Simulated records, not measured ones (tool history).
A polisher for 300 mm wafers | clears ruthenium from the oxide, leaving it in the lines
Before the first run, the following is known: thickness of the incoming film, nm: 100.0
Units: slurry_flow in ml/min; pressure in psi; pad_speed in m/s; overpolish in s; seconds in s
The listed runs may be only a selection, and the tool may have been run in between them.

run	day	slurry_flow	pressure	pad_speed	overpolish	seconds
1	0.000	200	2.5	0.96	26	101.340
2	0.142	240	2.5	0.96	26	97.583
3	0.354	240	2.5	0.96	26	97.907
4	0.425	240	2.9	0.96	26	86.343
5	0.500	240	2.9	0.80	26	98.068
6	0.708	200	2.9	0.80	26	99.638

The next listed run, before its measurement:
7	1.004	200	3.2	0.86	26	?

{"run 7": {"seconds": 87.129}}
